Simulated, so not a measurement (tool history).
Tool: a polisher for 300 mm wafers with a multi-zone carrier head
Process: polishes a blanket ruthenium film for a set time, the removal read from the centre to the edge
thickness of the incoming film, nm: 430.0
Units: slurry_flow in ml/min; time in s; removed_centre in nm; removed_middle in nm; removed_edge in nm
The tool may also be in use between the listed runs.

run 1 hour=0.0 | slurry_flow=150 centre_zone=1.00 middle_zone=1.00 edge_zone=1.00 time=42 | removed_centre=34.810 removed_middle=36.116 removed_edge=35.785
run 2 hour=8.5 | slurry_flow=145 centre_zone=0.96 middle_zone=1.01 edge_zone=0.96 time=38 | removed_centre=29.962 removed_middle=32.520 removed_edge=31.643
run 3 hour=10.4 | slurry_flow=140 centre_zone=0.93 middle_zone=1.02 edge_zone=0.92 time=35 | removed_centre=26.985 removed_middle=30.162 removed_edge=28.369
run 4 hour=12.2 | slurry_flow=130 centre_zone=0.90 middle_zone=1.02 edge_zone=0.89 time=33 | removed_centre=24.005 removed_middle=27.977 removed_edge=26.496
run 5 hour=14.1 | slurry_flow=130 centre_zone=0.90 middle_zone=1.02 edge_zone=0.81 time=33 | removed_centre=23.770 removed_middle=28.481 removed_edge=25.435
run 6 hour=15.6 | slurry_flow=130 centre_zone=0.86 middle_zone=1.02 edge_zone=0.81 time=33 | removed_centre=22.552 removed_middle=27.912 removed_edge=25.469
run 7 hour=20.9 | slurry_flow=125 centre_zone=0.87 middle_zone=1.02 edge_zone=0.81 time=32 | removed_centre=22.915 removed_middle=27.747 removed_edge=24.694
run 8 hour=29.7 | slurry_flow=120 centre_zone=0.86 middle_zone=1.02 edge_zone=0.81 time=31 | removed_centre=21.369 removed_middle=25.877 removed_edge=23.618

Run 9 comes next. What will it give?
run 9 hour=31.9 | slurry_flow=115 centre_zone=0.86 middle_zone=1.03 edge_zone=0.81 time=31 | removed_centre=? removed_middle=? removed_edge=?

removed_centre: 21.220 nm
removed_middle: 26.126 nm
removed_edge: 23.457 nm
